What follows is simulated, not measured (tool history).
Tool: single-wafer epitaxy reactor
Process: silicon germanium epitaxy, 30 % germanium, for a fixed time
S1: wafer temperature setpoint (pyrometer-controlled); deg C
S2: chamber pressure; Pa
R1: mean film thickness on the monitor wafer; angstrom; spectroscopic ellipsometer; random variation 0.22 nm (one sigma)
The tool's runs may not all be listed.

Run 1, hour 0: S1 600 deg C, S2 2906 Pa. Result: R1 609.65 angstrom.
Run 2, hour 7.3: S1 598 deg C, S2 2893 Pa. Result: R1 584.2 angstrom.
Run 3, hour 13.6: S1 597 deg C, S2 2893 Pa. Result: R1 575.11 angstrom.
Run 4, hour 19.3: S1 596 deg C, S2 2893 Pa. Result: R1 563.89 angstrom.
Run 5, hour 25.2: S1 591 deg C, S2 2893 Pa. Result: R1 510.73 angstrom.
Run 6, hour 28.5: S1 583 deg C, S2 2893 Pa. Result: R1 434.93 angstrom.
Run 7, hour 33.7: S1 584 deg C, S2 2893 Pa. Result: R1 444.73 angstrom.

Forecast run 8:
Run 8, hour 41.2: S1 585 deg C, S2 2893 Pa. Result: R1 ?.

R1: 459.77 angstrom
